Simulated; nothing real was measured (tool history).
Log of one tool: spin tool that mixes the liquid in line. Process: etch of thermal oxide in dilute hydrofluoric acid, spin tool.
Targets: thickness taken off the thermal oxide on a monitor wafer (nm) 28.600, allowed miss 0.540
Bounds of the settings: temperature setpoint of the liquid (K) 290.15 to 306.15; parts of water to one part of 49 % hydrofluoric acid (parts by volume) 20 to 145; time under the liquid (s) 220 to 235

run    day  temperature setpoint of the liquid (K)  parts of water to one part of 49 % hydrofluoric acid (parts by volume)  time under the liquid (s)  thickness taken off the thermal oxide on a monitor wafer (nm)
  1  0.000                                  298.15                                                                      80                        220                                                         16.241
  2  0.158                                  299.65                                                                      75                        220                                                         18.439
  3  0.512                                  299.65                                                                      75                        235                                                         19.698
  4  0.546                                  300.65                                                                      70                        235                                                         21.978
  5  0.658                                  301.65                                                                      70                        235                                                         23.028
  6  0.825                                  302.65                                                                      70                        235                                                         23.750
  7  0.983                                  303.15                                                                      70                        235                                                         24.302
  8  1.333                                  303.65                                                                      70                        235                                                         24.658
  9  1.446                                  304.15                                                                      70                        235                                                         25.262
 10  1.700                                  304.65                                                                      70                        235                                                         25.848
 11  1.800                                  306.15                                                                      65                        235                                                         29.722

Which of these 4 next moves meets every target?
  A  1.900                                  306.15                                                                      70                        235                                                              ?
  B  1.900                                  304.15                                                                      65                        230                                                              ?
  C  1.900                                  305.15                                                                      65                        235                                                              ?
  D  1.900                                  306.15                                                                      60                        220                                                              ?

move  thickness taken off the thermal oxide on a monitor wafer (nm)
   A                                                         27.260
   B                                                         26.841
   C                                                         28.493
   D                                                         30.257
A: takes the result that was furthest off past its target
B: takes the result that was furthest off past its target
C: meets every target
D: further off than the last run
The right move is C.
